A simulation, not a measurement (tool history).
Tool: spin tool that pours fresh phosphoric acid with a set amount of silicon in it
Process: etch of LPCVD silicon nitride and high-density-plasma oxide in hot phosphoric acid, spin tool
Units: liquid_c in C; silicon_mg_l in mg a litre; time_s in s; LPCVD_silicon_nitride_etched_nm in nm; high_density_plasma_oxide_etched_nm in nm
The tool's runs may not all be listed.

run  hour  liquid_c  silicon_mg_l  time_s  LPCVD_silicon_nitride_etched_nm  high_density_plasma_oxide_etched_nm
  1     0       161          12.5     180                           16.407                              0.82713
  2   0.8       161            16     180                           16.437                              0.74403
  3   2.3       161            16     215                           19.753                              0.96455
  4     4       160            14     205                           18.221                              0.87521
  5   5.8       160            10     205                           18.138                               1.0137
  6   7.6       159            10     205                             17.6                              0.89607
  7    13     158.5             9     200                           16.903                              0.88062
     20.8  -- dissolved silicon flow meter replaced
  8  20.8       158             9     195                           16.054                              0.80561

The next listed run, before its measurement:
  9  24.5     157.5           8.5     190                                ?                                    ?

Run 9 gave LPCVD_silicon_nitride_etched_nm 15.418 nm, high_density_plasma_oxide_etched_nm 0.77306 nm.
